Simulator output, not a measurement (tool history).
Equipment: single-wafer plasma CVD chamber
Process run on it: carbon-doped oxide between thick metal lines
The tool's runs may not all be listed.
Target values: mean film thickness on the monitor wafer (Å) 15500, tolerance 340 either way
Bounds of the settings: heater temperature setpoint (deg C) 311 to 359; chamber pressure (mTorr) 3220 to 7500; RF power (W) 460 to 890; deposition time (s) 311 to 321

run,day,heater temperature setpoint (deg C),chamber pressure (mTorr),RF power (W),deposition time (s),mean film thickness on the monitor wafer (Å)
1,0.000,335,5360,675,311,18587
2,0.179,335,5360,675,321,19135
3,0.554,335,4830,675,321,18879
4,0.875,337,4460,635,320,17878
5,1.204,337,4460,585,320,16886
6,1.262,337,5080,585,320,17056
7,1.467,340,4910,570,320,16587
# day 1.746: capacitance manometer re-zeroed and calibrated
8,1.746,343,4760,565,320,16357
9,1.962,344,4630,555,320,16084
10,2.208,345,4540,550,320,15889

Exactly one of the 5 candidate moves below puts every result within its allowed miss. Which one?
A,2.454,347,4610,530,311,?
B,2.454,346,4200,495,321,?
C,2.454,357,5660,590,321,?
D,2.454,348,5480,515,311,?
E,2.454,335,5190,525,311,?

move,mean film thickness on the monitor wafer (Å)
A,14915
B,14530
C,16532
D,14872
E,15613
A: takes the biggest miss from the last run beyond its target
B: takes the biggest miss from the last run beyond its target
C: its largest miss is bigger than the last run's
D: takes the biggest miss from the last run beyond its target
E: meets every target
Correct choice: E, which meets every target
